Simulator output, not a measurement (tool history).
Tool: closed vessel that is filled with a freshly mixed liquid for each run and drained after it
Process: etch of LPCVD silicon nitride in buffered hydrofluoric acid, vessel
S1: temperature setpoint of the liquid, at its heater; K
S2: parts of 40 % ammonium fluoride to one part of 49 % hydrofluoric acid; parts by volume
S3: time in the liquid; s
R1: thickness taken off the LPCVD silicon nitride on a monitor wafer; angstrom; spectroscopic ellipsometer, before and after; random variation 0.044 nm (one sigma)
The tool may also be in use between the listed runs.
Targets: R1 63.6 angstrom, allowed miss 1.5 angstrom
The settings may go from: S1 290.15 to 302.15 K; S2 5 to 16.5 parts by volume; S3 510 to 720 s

run	hour	S1	S2	S3	R1
1	0	294.15	10	720	73.401
2	3.4	294.15	9	720	79.671
3	10.3	293.15	9	720	74.876
4	13.8	293.15	9	510	53.955
5	15.5	293.65	9	510	55.125
6	24	293.65	7	510	71.736
7	28	293.15	7	510	70.824
8	33.9	293.15	7	510	70.541
9	35.4	292.65	7	510	67.711
10	37.2	292.15	7	510	65.925

Which of these 4 next moves meets every target?
A	39	292.65	7	510	?
B	39	290.15	7	580	?
C	39	292.15	9.5	670	?
D	39	291.65	7	540	?

move	R1
A	67.454
B	66.594
C	63.432
D	67.513
A: further off than the last run
B: further off than the last run
C: meets every target
D: further off than the last run
Move C is the one to make.

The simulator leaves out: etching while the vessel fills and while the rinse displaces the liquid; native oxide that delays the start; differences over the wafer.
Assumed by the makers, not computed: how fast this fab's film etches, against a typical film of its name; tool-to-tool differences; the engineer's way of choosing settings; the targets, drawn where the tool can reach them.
